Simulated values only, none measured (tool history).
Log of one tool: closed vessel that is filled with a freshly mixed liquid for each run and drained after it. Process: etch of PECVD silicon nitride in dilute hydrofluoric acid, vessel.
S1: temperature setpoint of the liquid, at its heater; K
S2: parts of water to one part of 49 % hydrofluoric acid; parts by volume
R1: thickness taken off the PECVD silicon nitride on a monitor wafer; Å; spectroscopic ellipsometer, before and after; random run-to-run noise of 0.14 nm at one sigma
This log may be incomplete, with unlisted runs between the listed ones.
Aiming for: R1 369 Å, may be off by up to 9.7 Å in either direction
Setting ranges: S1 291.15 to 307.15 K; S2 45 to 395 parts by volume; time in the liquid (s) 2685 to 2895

{"run": 1, "day": 0.0, "S1": 299.15, "S2": 220, "time in the liquid (s)": 2685, "R1": 239.59}
{"run": 2, "day": 0.321, "S1": 300.65, "S2": 220, "time in the liquid (s)": 2685, "R1": 262.3}
{"run": 3, "day": 0.529, "S1": 304.15, "S2": 220, "time in the liquid (s)": 2685, "R1": 322.91}
{"run": 4, "day": 0.679, "S1": 304.15, "S2": 290, "time in the liquid (s)": 2685, "R1": 245.3}
{"run": 5, "day": 0.75, "S1": 304.15, "S2": 340, "time in the liquid (s)": 2685, "R1": 207.12}
{"run": 6, "day": 0.95, "S1": 304.15, "S2": 395, "time in the liquid (s)": 2685, "R1": 177.11}
{"run": 7, "day": 1.267, "S1": 307.15, "S2": 305, "time in the liquid (s)": 2715, "R1": 276.62}
{"run": 8, "day": 1.425, "S1": 307.15, "S2": 290, "time in the liquid (s)": 2715, "R1": 291.79}
{"run": 9, "day": 1.5, "S1": 307.15, "S2": 275, "time in the liquid (s)": 2715, "R1": 309.99}
{"run": 10, "day": 1.908, "S1": 307.15, "S2": 265, "time in the liquid (s)": 2715, "R1": 321.53}
{"run": 11, "day": 2.025, "S1": 307.15, "S2": 255, "time in the liquid (s)": 2715, "R1": 335.92}
{"run": 12, "day": 2.1, "S1": 307.15, "S2": 250, "time in the liquid (s)": 2715, "R1": 341.73}
{"run": 13, "day": 2.217, "S1": 307.15, "S2": 245, "time in the liquid (s)": 2715, "R1": 350.03}
{"run": 14, "day": 2.492, "S1": 307.15, "S2": 240, "time in the liquid (s)": 2715, "R1": 356.97}
{"run": 15, "day": 2.646, "S1": 307.15, "S2": 240, "time in the liquid (s)": 2715, "R1": 354.38}

Of the 5 settings listed for the next run, only one would bring every result within its allowed miss of target. Which one?
{"run": "A", "day": 2.8, "S1": 306.65, "S2": 235, "time in the liquid (s)": 2830, "R1": "?"}
{"run": "B", "day": 2.8, "S1": 306.65, "S2": 230, "time in the liquid (s)": 2880, "R1": "?"}
{"run": "C", "day": 2.8, "S1": 306.15, "S2": 210, "time in the liquid (s)": 2735, "R1": "?"}
{"run": "D", "day": 2.8, "S1": 306.65, "S2": 215, "time in the liquid (s)": 2760, "R1": "?"}
{"run": "E", "day": 2.8, "S1": 306.15, "S2": 250, "time in the liquid (s)": 2845, "R1": "?"}

move=A R1=367.74
move=B R1=382.73
move=C R1=388.22
move=D R1=393.49
move=E R1=336.85
A: every result lands within tolerance
B: the result that was furthest off in the last run now lies on the other side of its target
C: the result that was furthest off in the last run now lies on the other side of its target
D: the result that was furthest off in the last run now lies on the other side of its target
E: lands further from the targets than the last run did
A meets every target.
